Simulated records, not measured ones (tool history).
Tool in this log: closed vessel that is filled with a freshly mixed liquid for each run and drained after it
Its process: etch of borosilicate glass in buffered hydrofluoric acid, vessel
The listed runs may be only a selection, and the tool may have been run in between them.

run	day	temperature setpoint of the liquid (K)	parts of 40 % ammonium fluoride to one part of 49 % hydrofluoric acid (parts by volume)	time in the liquid (s)	thickness taken off the borosilicate glass on a monitor wafer (Å)
1	0	295.15	23	85	422.02
2	0.167	294.65	23.5	85	405.14
3	0.217	294.65	23.5	90	429.39
4	0.412	294.65	23.5	90	431.75
5	0.492	294.65	23.5	85	408.27
6	0.8	294.65	27	85	370.19
7	1.079	294.15	27	85	360.35
8	1.433	293.65	27	85	351.1
9	1.721	293.15	27	85	341.97

Run 10 comes next. What will it give?
10	2.038	292.65	27	85	?

{"run 10": {"thickness taken off the borosilicate glass on a monitor wafer (Å)": 328.79}}

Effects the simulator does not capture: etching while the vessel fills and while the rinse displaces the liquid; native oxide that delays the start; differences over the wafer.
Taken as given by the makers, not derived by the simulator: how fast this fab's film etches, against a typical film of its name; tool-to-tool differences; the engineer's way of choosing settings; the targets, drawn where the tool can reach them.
